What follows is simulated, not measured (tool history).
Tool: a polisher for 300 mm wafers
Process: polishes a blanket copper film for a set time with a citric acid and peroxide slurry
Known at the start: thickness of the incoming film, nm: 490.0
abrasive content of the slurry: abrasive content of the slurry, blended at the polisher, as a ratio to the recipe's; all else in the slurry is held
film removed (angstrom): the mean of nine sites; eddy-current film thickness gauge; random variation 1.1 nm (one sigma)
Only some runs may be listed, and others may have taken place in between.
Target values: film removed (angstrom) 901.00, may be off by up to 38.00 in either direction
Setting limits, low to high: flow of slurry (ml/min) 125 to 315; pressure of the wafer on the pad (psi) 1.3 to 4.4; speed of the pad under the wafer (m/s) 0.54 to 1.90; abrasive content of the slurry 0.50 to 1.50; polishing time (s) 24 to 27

run  hour  flow of slurry (ml/min)  pressure of the wafer on the pad (psi)  speed of the pad under the wafer (m/s)  abrasive content of the slurry  polishing time (s)  film removed (angstrom)
  1   0.0                      205                                     2.8                                    1.22                            1.00                  27                   725.99
  2   5.3                      170                                     2.8                                    1.22                            1.00                  27                   698.81
  3  13.2                      175                                     2.9                                    1.22                            1.00                  27                   723.58
  4  22.2                      175                                     2.9                                    1.06                            1.00                  27                   634.09
  5  29.5                      215                                     2.9                                    1.06                            1.00                  27                   659.99
  6  35.8                      215                                     3.5                                    1.06                            1.00                  27                   774.34
  7  43.5                      215                                     3.6                                    1.06                            1.00                  27                   788.58
  8  48.7                      215                                     3.7                                    1.06                            1.00                  27                   817.57
  9  55.8                      215                                     3.8                                    1.06                            1.00                  27                   799.95
 10  58.5                      220                                     3.9                                    1.06                            1.00                  27                   838.66
 11  62.3                      220                                     3.9                                    1.06                            1.00                  27                   832.41

Which single option among these 5 for the next run brings every result within its allowed miss of target? Just one does.
  A  66.1                      235                                     4.1                                    1.16                            0.95                  25                        ?
  B  66.1                      170                                     3.7                                    1.18                            1.05                  24                        ?
  C  66.1                      210                                     3.8                                    1.00                            1.00                  26                        ?
  D  66.1                      185                                     4.1                                    1.04                            1.25                  24                        ?
  E  66.1                      235                                     3.7                                    1.18                            1.00                  24                        ?

move  film removed (angstrom)
   A                   893.62
   B                   781.80
   C                   752.84
   D                   802.73
   E                   809.54
A: every result lands within tolerance
B: misses by more than the last run did
C: misses by more than the last run did
D: misses by more than the last run did
E: misses by more than the last run did
Answer: A

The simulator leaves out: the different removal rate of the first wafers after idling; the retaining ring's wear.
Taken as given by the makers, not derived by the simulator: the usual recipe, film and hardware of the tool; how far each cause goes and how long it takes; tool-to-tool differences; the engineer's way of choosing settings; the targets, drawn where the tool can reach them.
